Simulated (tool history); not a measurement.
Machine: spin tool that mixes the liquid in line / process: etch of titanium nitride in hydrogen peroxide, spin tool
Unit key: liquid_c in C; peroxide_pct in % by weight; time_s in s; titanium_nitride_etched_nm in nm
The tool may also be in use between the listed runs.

run	day	liquid_c	peroxide_pct	time_s	titanium_nitride_etched_nm
1	0	57	20	260	18.907
2	0.296	54	20	260	15.384
3	0.675	54	21.5	260	15.602
4	0.812	54	21.5	280	16.96
5	1.092	51.5	21.5	280	14.06
6	1.325	50	21.5	280	12.545

For run 7, what comes out?
7	1.688	49	21.5	280	?

titanium_nitride_etched_nm: 11.911 nm
